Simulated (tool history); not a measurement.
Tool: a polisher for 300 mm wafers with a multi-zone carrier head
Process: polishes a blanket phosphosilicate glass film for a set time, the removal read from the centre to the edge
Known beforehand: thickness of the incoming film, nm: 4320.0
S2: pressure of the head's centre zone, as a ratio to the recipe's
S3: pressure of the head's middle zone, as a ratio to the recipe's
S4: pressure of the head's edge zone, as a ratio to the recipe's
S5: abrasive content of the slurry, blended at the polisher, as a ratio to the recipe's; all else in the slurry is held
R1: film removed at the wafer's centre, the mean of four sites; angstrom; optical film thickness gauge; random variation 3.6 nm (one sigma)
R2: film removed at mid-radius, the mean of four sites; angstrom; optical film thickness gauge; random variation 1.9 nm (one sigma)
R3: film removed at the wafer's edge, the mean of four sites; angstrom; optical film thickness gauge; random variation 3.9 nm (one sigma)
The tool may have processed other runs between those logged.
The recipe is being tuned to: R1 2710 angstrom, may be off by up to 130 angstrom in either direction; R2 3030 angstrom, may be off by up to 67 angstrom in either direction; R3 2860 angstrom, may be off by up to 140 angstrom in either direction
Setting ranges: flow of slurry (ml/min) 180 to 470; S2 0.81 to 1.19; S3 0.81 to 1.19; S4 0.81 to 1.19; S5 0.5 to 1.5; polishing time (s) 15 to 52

run 1 hour=0 | flow_of_slurry_(ml/min)=300 S2=1 S3=1 S4=1 S5=1 polishing_time_(s)=33 | R1=2767.6 R2=2664.7 R3=2845.1
run 2 hour=7.8 | flow_of_slurry_(ml/min)=305 S2=0.99 S3=1.02 S4=1 S5=1 polishing_time_(s)=33 | R1=2767.9 R2=2688.8 R3=2816.3
run 3 hour=11.5 | flow_of_slurry_(ml/min)=305 S2=0.98 S3=1.04 S4=1.01 S5=1 polishing_time_(s)=33 | R1=2626.7 R2=2763.2 R3=2817.5
run 4 hour=19.2 | flow_of_slurry_(ml/min)=305 S2=0.98 S3=1.04 S4=1.01 S5=1 polishing_time_(s)=27 | R1=2204.4 R2=2264.8 R3=2262.7
run 5 hour=26.9 | flow_of_slurry_(ml/min)=305 S2=0.99 S3=1.06 S4=1.03 S5=1.05 polishing_time_(s)=27 | R1=2326.7 R2=2388.9 R3=2383.9
run 6 hour=29.3 | flow_of_slurry_(ml/min)=310 S2=0.99 S3=1.08 S4=1.05 S5=1.1 polishing_time_(s)=27 | R1=2401.2 R2=2490.3 R3=2512.6
run 7 hour=33.5 | flow_of_slurry_(ml/min)=315 S2=0.99 S3=1.1 S4=1.05 S5=1.1 polishing_time_(s)=27 | R1=2329.9 R2=2519.9 R3=2459.2
run 8 hour=41.6 | flow_of_slurry_(ml/min)=315 S2=1 S3=1.11 S4=1.06 S5=1.15 polishing_time_(s)=27 | R1=2509.8 R2=2603.6 R3=2576.9
run 9 hour=46.5 | flow_of_slurry_(ml/min)=320 S2=1 S3=1.12 S4=1.06 S5=1.15 polishing_time_(s)=27 | R1=2487.4 R2=2614.5 R3=2560.6
run 10 hour=47.6 | flow_of_slurry_(ml/min)=320 S2=1 S3=1.13 S4=1.06 S5=1.2 polishing_time_(s)=27 | R1=2509 R2=2713 R3=2641.1
run 11 hour=56.5 | flow_of_slurry_(ml/min)=325 S2=1 S3=1.14 S4=1.06 S5=1.2 polishing_time_(s)=27 | R1=2484.7 R2=2759.3 R3=2667.8
run 12 hour=58.8 | flow_of_slurry_(ml/min)=330 S2=1.01 S3=1.15 S4=1.06 S5=1.2 polishing_time_(s)=27 | R1=2651.2 R2=2776.6 R3=2623.5
run 13 hour=66.2 | flow_of_slurry_(ml/min)=335 S2=1.01 S3=1.16 S4=1.07 S5=1.2 polishing_time_(s)=27 | R1=2581.1 R2=2761.5 R3=2682.4
run 14 hour=74.7 | flow_of_slurry_(ml/min)=335 S2=1.01 S3=1.18 S4=1.07 S5=1.3 polishing_time_(s)=27 | R1=2725 R2=2984.8 R3=2776.5

Next run, 4 choices. One meets every target within its allowed miss, the rest don't. Which?
run A hour=83.2 | flow_of_slurry_(ml/min)=335 S2=1.07 S3=1.19 S4=0.97 S5=1.3 polishing_time_(s)=27 | R1=? R2=? R3=?
run B hour=83.2 | flow_of_slurry_(ml/min)=270 S2=1 S3=1.16 S4=1.06 S5=1.5 polishing_time_(s)=27 | R1=? R2=? R3=?
run C hour=83.2 | flow_of_slurry_(ml/min)=270 S2=1.06 S3=1.19 S4=0.89 S5=1.35 polishing_time_(s)=28 | R1=? R2=? R3=?
run D hour=83.2 | flow_of_slurry_(ml/min)=320 S2=0.96 S3=1.1 S4=1.11 S5=1.3 polishing_time_(s)=28 | R1=? R2=? R3=?

move=A R1=2830.7 R2=2947.9 R3=2586.1
move=B R1=2763.8 R2=3013.9 R3=2836.4
move=C R1=2895.2 R2=3049.9 R3=2582.5
move=D R1=2629.8 R2=2846.4 R3=2860.4
A: moves away from the targets compared with the last run
B: hits every target within its allowed miss
C: the furthest-off result lands on target, but another misses its tolerance
D: moves away from the targets compared with the last run
So the answer is move B, the one that meets all the targets.
